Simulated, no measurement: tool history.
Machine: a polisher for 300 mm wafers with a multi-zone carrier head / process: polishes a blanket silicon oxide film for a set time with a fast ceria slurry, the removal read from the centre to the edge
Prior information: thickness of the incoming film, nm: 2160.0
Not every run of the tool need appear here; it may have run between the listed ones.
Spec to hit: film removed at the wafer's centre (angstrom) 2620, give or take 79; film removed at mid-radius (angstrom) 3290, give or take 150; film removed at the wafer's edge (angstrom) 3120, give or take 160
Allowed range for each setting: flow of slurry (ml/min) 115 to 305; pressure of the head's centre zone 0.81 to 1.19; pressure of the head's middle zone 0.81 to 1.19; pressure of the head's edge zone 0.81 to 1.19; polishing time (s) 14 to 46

run,hour,flow of slurry (ml/min),pressure of the head's centre zone,pressure of the head's middle zone,pressure of the head's edge zone,polishing time (s),film removed at the wafer's centre (angstrom),film removed at mid-radius (angstrom),film removed at the wafer's edge (angstrom)
1,0,195,1,1,1,30,4483.1,4559.7,4545.9
2,4.2,230,1,1,1,30,4560.4,4656.4,4499.7
3,9.2,230,1,0.95,1,30,4634.2,4351.4,4549.9
4,13.7,225,0.98,0.96,0.99,29,4306.4,4262.2,4403.7
5,19.4,205,0.98,0.96,0.99,29,4274.8,4214.2,4422.2
6,20,205,0.98,1.03,0.99,29,4263.9,4414.8,4264.3
7,26.1,200,0.96,1.04,0.99,28,4056.4,4256.6,4185.5
8,27.9,195,0.94,1.06,0.99,27,3743,4293.7,4026.6
9,35,195,0.93,1.06,0.98,26,3614.2,4180.9,3935.4
10,40.8,195,0.92,1.06,0.98,25,3502.3,3975.7,3847.7
11,44.2,195,0.92,1.06,0.98,25,3431.4,4010.6,3725.6
12,49.7,150,0.82,1,0.91,21,2493.2,3106,2872.9
13,56,155,0.82,1,0.92,21,2490.1,3070.9,3055.8
14,63.1,160,0.82,1,0.92,21,2498,3134.1,2995.4
15,63.7,165,0.82,1,0.92,21,2505.1,3148.4,3011.3
16,70.3,170,0.82,1,0.92,21,2506,3124.5,3035.2

Consider the 5 candidate settings below. Which is the only one whose results all fall within their allowed miss of target?
A,76.9,215,0.82,1.02,0.94,21,?,?,?
B,76.9,200,0.85,0.97,1,19,?,?,?
C,76.9,235,0.85,0.93,1.02,20,?,?,?
D,76.9,180,0.84,0.93,0.97,21,?,?,?
E,76.9,180,0.85,0.96,1.12,19,?,?,?

move,film removed at the wafer's centre (angstrom),film removed at mid-radius (angstrom),film removed at the wafer's edge (angstrom)
A,2591,3317.7,3003.6
B,2410.5,2855.7,2785.7
C,2581.7,2948,2997.3
D,2600.2,3014.3,3011.6
E,2381.4,2799.9,2923.8
A: all results in spec
B: further off than the last run
C: puts the biggest miss on target and leaves a different result outside tolerance
D: puts the biggest miss on target and leaves a different result outside tolerance
E: further off than the last run
Correct choice: A, which meets every target

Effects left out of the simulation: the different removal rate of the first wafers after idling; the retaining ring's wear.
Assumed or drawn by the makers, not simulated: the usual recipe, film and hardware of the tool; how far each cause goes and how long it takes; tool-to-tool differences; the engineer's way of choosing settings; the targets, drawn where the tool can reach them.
